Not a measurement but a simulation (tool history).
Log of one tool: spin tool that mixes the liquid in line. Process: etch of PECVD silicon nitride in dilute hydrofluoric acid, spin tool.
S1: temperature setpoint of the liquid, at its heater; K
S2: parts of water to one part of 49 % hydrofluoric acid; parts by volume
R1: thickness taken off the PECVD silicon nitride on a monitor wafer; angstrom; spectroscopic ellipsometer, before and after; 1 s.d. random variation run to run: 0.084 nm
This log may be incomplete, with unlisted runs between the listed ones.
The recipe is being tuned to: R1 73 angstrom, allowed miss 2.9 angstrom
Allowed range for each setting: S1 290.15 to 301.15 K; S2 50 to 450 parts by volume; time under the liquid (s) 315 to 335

run 1 hour=0 | S1=293.15 S2=250 time_under_the_liquid_(s)=315 | R1=53.274
run 2 hour=2.1 | S1=294.15 S2=250 time_under_the_liquid_(s)=315 | R1=57.009
run 3 hour=8.1 | S1=295.15 S2=250 time_under_the_liquid_(s)=315 | R1=60.756
run 4 hour=12.6 | S1=295.65 S2=250 time_under_the_liquid_(s)=315 | R1=62.992
run 5 hour=16.7 | S1=296.15 S2=250 time_under_the_liquid_(s)=315 | R1=65.298
run 6 hour=21.6 | S1=296.15 S2=185 time_under_the_liquid_(s)=315 | R1=86.648
run 7 hour=26.3 | S1=296.15 S2=185 time_under_the_liquid_(s)=315 | R1=86.366
run 8 hour=29.2 | S1=295.65 S2=185 time_under_the_liquid_(s)=315 | R1=84.534
run 9 hour=32.9 | S1=295.15 S2=185 time_under_the_liquid_(s)=315 | R1=81.258

Of the 5 settings listed for the next run, only one would bring every result within its allowed miss of target. Which one?
run A hour=36.6 | S1=297.65 S2=240 time_under_the_liquid_(s)=315 | R1=?
run B hour=36.6 | S1=294.65 S2=200 time_under_the_liquid_(s)=335 | R1=?
run C hour=36.6 | S1=295.65 S2=180 time_under_the_liquid_(s)=315 | R1=?
run D hour=36.6 | S1=296.65 S2=225 time_under_the_liquid_(s)=335 | R1=?
run E hour=36.6 | S1=298.65 S2=250 time_under_the_liquid_(s)=335 | R1=?

move=A R1=72.651
move=B R1=76.458
move=C R1=85.045
move=D R1=77.375
move=E R1=78.899
A: in spec on every target
B: nearer than the last run, and not there yet
C: the biggest miss grows against the last run
D: nearer than the last run, and not there yet
E: nearer than the last run, and not there yet
Move A is the one to make.

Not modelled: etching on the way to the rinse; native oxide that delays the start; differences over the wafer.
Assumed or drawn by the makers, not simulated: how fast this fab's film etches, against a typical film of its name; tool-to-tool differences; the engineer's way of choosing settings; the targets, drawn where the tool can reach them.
